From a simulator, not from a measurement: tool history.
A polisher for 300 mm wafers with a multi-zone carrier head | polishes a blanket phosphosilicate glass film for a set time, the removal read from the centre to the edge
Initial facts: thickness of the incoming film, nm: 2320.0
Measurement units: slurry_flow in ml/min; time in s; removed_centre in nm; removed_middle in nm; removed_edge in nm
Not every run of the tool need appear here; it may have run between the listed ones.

| run | hour | slurry_flow | centre_zone | middle_zone | edge_zone | slurry_solids | time | removed_centre | removed_middle | removed_edge |
|---|---|---|---|---|---|---|---|---|---|---|
| 1 | 0 | 225 | 1 | 1 | 1 | 1 | 51 | 608.61 | 565.96 | 561.38 |
| 2 | 5.9 | 230 | 1 | 1 | 1.02 | 1.05 | 51 | 611.89 | 581 | 580.96 |
| 3 | 12.6 | 230 | 0.92 | 1 | 1.02 | 1.05 | 51 | 588.95 | 573.48 | 576.78 |
| 4 | 17.7 | 230 | 0.92 | 0.96 | 1.02 | 1.05 | 51 | 584.94 | 557.03 | 574.91 |
| 5 | 25 | 230 | 0.99 | 0.96 | 1.02 | 1.05 | 51 | 614.25 | 568.05 | 580.31 |
| 6 | 32.1 | 230 | 1 | 0.96 | 1.04 | 1.1 | 51 | 631.47 | 566.01 | 589.86 |
| 7 | 34 | 235 | 0.99 | 0.97 | 1.05 | 1.15 | 51 | 644.5 | 587.34 | 606.13 |
| 8 | 42.5 | 235 | 0.98 | 0.97 | 1.06 | 1.2 | 51 | 646.37 | 591.43 | 621.06 |
| 9 | 43.8 | 240 | 0.98 | 0.98 | 1.07 | 1.25 | 51 | 659.89 | 615.26 | 639.21 |
| 10 | 48.8 | 245 | 0.98 | 0.98 | 1.08 | 1.25 | 51 | 674.54 | 616.75 | 630.7 |
| 11 | 56.1 | 215 | 0.92 | 0.94 | 1.13 | 1.5 | 52 | 670.82 | 636.23 | 702.66 |
|  | 57.8 | centre zone pressure recalibrated |
| 12 | 57.8 | 260 | 0.95 | 0.97 | 1.15 | 1.5 | 52 | 644.66 | 674.36 | 723.24 |

Predict the results of run 13:
| 13 | 61.1 | 255 | 0.96 | 0.97 | 1.15 | 1.5 | 52 | ? | ? | ? |

{"run 13": {"removed_centre": 640.81, "removed_middle": 664.95, "removed_edge": 716}}
